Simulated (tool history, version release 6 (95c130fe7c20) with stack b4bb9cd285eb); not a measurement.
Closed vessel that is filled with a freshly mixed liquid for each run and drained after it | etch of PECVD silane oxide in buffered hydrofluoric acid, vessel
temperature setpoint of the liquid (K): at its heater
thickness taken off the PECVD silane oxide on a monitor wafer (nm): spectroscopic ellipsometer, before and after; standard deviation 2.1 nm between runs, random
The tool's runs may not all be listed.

run  hour  temperature setpoint of the liquid (K)  parts of 40 % ammonium fluoride to one part of 49 % hydrofluoric acid (parts by volume)  time in the liquid (s)  thickness taken off the PECVD silane oxide on a monitor wafer (nm)
  1   0.0                                  295.15                                                                                      7.5                      90                                                              149.89
  2   0.6                                  295.15                                                                                      7.5                      90                                                              150.17
  3   8.7                                  295.15                                                                                      9.0                      90                                                              123.16
  4  11.5                                  295.15                                                                                      9.0                      90                                                              126.07
  5  14.5                                  297.15                                                                                      9.0                      90                                                              139.73
  6  21.0                                  297.15                                                                                      9.0                      90                                                              137.89
  7  26.0                                  298.65                                                                                      8.5                      90                                                              159.38
  8  26.9                                  299.65                                                                                      8.5                      90                                                              168.44
  9  32.6                                  300.65                                                                                      8.5                      90                                                              175.53

Predict the results of run 10:
 10  38.8                                  301.15                                                                                      8.0                      90                                                                   ?

thickness taken off the PECVD silane oxide on a monitor wafer (nm): 194.14
